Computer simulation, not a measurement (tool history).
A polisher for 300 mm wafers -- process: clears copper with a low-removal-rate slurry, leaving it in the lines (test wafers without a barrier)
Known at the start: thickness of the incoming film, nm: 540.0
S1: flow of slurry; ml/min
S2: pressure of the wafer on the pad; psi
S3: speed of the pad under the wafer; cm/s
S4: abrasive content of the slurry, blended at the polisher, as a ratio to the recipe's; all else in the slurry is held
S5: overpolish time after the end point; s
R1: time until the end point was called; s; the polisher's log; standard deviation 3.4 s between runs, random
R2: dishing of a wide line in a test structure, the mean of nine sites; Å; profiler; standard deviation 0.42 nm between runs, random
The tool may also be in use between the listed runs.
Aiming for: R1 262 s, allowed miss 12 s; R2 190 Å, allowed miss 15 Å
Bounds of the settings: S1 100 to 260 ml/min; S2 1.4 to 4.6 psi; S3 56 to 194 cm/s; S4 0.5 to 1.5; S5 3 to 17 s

run  hour   S1   S2   S3   S4  S5      R1      R2
  1     0  165    3  124    1   9  145.13  221.07
  2   7.5  165    3  124  1.1   9  140.75  223.05
  3  12.5  165    3  124  1.2   9  138.49  229.35
  4  13.7  165  2.3  124  1.2   9  181.58  179.72
  5  20.3  165  2.3  138  1.2   9  165.47   197.1
  6  28.3  165  2.3  138  1.2  11  164.82  225.82
  7  32.4  150  1.5  116  1.2  15  282.57  184.84
  8  38.7  155  1.5  116  1.2  15  288.15  182.87

Exercise: of the 5 proposed moves below, exactly one satisfies all targets within the stated allowed misses. Which move is it?
  A    45  160  1.4  122   1.4  15   ?   ?
  B    45  135  1.6  122   1.2  15   ?   ?
  C    45  185  1.4  134  0.95  13   ?   ?
  D    45  145  1.4  108   1.3  17   ?   ?
  E    45  165  1.5  114  1.15  15   ?   ?

move      R1      R2
   A  287.34  183.29
   B  272.41  192.88
   C   286.5  163.68
   D  327.97  182.26
   E  296.55  179.51
A: no nearer and no further than the last run
B: each result inside its tolerance
C: closer than the last run, but not yet in spec
D: lands further from the targets than the last run did
E: lands further from the targets than the last run did
Answer: B
